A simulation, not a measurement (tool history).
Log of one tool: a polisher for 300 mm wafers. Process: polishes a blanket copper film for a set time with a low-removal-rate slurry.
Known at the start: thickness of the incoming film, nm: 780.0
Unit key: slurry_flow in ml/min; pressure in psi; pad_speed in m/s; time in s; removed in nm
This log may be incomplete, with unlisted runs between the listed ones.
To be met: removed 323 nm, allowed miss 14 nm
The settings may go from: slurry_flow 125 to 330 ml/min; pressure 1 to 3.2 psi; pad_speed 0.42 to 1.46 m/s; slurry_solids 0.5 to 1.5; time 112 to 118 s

run	hour	slurry_flow	pressure	pad_speed	slurry_solids	time	removed
1	0	210	2.1	0.94	1	112	257.63
2	8.1	210	2.2	0.94	1	112	267.43
3	16.7	210	2	0.94	1	112	260.67
4	17.8	210	2.1	0.96	1	112	265.27
5	23.7	210	2.1	0.96	1	118	280.16
6	28.9	210	2.1	0.96	1	118	283.26
7	31.5	210	2.2	0.96	1	118	301.4
8	39.6	210	2.3	0.96	1	118	302.08

Pick the move, out of 5, that brings all results within their allowed miss; only one does.
A	47.7	215	2.2	0.94	0.95	115	?
B	47.7	150	1.7	1.12	1.35	116	?
C	47.7	205	2.5	0.9	1	112	?
D	47.7	225	2.5	0.96	1.35	112	?
E	47.7	195	2.6	0.86	1	115	?

move	removed
A	281.66
B	283.15
C	292.72
D	332.62
E	296.14
A: further off than the last run
B: further off than the last run
C: further off than the last run
D: every result within its allowed miss
E: further off than the last run
Go with D: it meets all targets.
